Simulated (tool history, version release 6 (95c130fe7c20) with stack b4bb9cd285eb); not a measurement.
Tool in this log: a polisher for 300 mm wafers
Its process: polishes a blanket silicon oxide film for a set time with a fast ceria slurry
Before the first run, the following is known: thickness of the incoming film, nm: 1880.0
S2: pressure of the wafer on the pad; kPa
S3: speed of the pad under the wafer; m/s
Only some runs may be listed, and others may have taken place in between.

run 1 day=0.000 | flow_of_slurry_(ml/min)=305 S2=16.5 S3=0.78 polishing_time_(s)=42 | film_removed_(Å)=4095.5
run 2 day=0.158 | flow_of_slurry_(ml/min)=305 S2=17.9 S3=0.80 polishing_time_(s)=42 | film_removed_(Å)=4493.4
run 3 day=0.283 | flow_of_slurry_(ml/min)=360 S2=17.9 S3=0.80 polishing_time_(s)=42 | film_removed_(Å)=4595.7
run 4 day=0.650 | flow_of_slurry_(ml/min)=360 S2=19.3 S3=0.82 polishing_time_(s)=42 | film_removed_(Å)=5120.7
run 5 day=1.017 | flow_of_slurry_(ml/min)=360 S2=19.3 S3=0.82 polishing_time_(s)=42 | film_removed_(Å)=5127.0
run 6 day=1.108 | flow_of_slurry_(ml/min)=360 S2=20.0 S3=0.82 polishing_time_(s)=42 | film_removed_(Å)=5351.5

Forecast run 7:
run 7 day=1.150 | flow_of_slurry_(ml/min)=360 S2=24.1 S3=0.86 polishing_time_(s)=42 | film_removed_(Å)=?

film removed (Å): 6804.3

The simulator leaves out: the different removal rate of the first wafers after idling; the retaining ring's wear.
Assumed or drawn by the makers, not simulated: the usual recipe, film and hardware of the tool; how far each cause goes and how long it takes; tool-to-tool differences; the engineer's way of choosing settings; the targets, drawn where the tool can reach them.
